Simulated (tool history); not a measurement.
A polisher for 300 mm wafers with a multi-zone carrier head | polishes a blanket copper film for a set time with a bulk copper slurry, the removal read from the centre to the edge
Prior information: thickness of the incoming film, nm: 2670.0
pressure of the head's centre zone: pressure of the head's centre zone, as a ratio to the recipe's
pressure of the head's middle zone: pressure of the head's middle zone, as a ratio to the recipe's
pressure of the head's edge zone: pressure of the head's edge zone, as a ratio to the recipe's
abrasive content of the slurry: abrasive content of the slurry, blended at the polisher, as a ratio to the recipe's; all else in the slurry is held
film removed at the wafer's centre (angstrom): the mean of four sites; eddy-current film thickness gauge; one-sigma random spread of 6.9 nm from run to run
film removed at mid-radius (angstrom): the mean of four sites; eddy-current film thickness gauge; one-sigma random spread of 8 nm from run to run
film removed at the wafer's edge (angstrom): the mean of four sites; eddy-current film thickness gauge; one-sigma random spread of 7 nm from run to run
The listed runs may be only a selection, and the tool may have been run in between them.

run  hour  flow of slurry (ml/min)  pressure of the head's centre zone  pressure of the head's middle zone  pressure of the head's edge zone  abrasive content of the slurry  polishing time (s)  film removed at the wafer's centre (angstrom)  film removed at mid-radius (angstrom)  film removed at the wafer's edge (angstrom)
  1     0                      245                                   1                                   1                                 1                               1                  85                                         6570.3                                 6639.7                                       6519.2
  2     8                      240                                0.97                                1.01                              0.99                            0.95                  85                                         6227.5                                 6635.8                                       6419.5
  3    11                      235                                0.95                                1.01                              0.98                            0.95                  85                                         6115.3                                   6652                                       6429.1
  4  14.4                      235                                0.93                                1.01                              0.97                             0.9                  85                                         5951.2                                   6512                                         6325
  5  18.6                      235                                0.93                                1.01                              0.97                             0.9                  74                                           5253                                 5670.2                                       5320.9
  6  22.5                      235                                1.01                                1.01                              0.97                             0.9                  74                                         5649.9                                 5757.7                                       5457.2

Predict the results of run 7:
  7  30.5                      230                                0.98                                1.03                                 1                            0.95                  75                                              ?                                      ?                                            ?

Run 7 gave film removed at the wafer's centre (angstrom) 5465.1, film removed at mid-radius (angstrom) 5974.4, film removed at the wafer's edge (angstrom) 5687.7.

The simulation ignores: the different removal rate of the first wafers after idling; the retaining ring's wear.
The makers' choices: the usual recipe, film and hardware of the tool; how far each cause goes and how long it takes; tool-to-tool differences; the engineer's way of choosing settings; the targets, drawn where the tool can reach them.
